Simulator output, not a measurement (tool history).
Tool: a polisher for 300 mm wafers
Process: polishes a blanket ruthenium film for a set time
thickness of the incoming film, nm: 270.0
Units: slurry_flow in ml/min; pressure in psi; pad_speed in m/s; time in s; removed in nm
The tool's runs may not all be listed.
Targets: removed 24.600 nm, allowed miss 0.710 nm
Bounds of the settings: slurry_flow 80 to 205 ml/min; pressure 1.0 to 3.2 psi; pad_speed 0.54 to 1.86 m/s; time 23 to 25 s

run 1 hour=0.0 | slurry_flow=135 pressure=2.1 pad_speed=1.18 time=25 | removed=31.833
run 2 hour=4.0 | slurry_flow=130 pressure=2.0 pad_speed=1.18 time=25 | removed=29.708
run 3 hour=6.3 | slurry_flow=125 pressure=2.0 pad_speed=1.18 time=25 | removed=29.470
run 4 hour=8.1 | slurry_flow=125 pressure=2.0 pad_speed=1.40 time=25 | removed=34.880
run 5 hour=16.4 | slurry_flow=125 pressure=2.0 pad_speed=1.40 time=23 | removed=31.971
run 6 hour=19.6 | slurry_flow=125 pressure=2.0 pad_speed=1.62 time=23 | removed=36.848
run 7 hour=22.7 | slurry_flow=125 pressure=2.0 pad_speed=1.62 time=23 | removed=36.934
run 8 hour=27.0 | slurry_flow=120 pressure=1.9 pad_speed=1.62 time=23 | removed=35.304
run 9 hour=32.8 | slurry_flow=110 pressure=1.3 pad_speed=1.60 time=23 | removed=23.370

4 next moves are on the table. One of them brings every result within its allowed miss. Which?
run A hour=38.6 | slurry_flow=135 pressure=1.2 pad_speed=1.72 time=25 | removed=?
run B hour=38.6 | slurry_flow=110 pressure=1.2 pad_speed=1.78 time=23 | removed=?
run C hour=38.6 | slurry_flow=120 pressure=1.1 pad_speed=1.78 time=23 | removed=?
run D hour=38.6 | slurry_flow=120 pressure=1.3 pad_speed=1.52 time=23 | removed=?

move=A removed=26.363
move=B removed=24.238
move=C removed=22.660
move=D removed=22.750
A: takes the result that was furthest off past its target
B: meets every target
C: further off than the last run
D: further off than the last run
The right move is B.
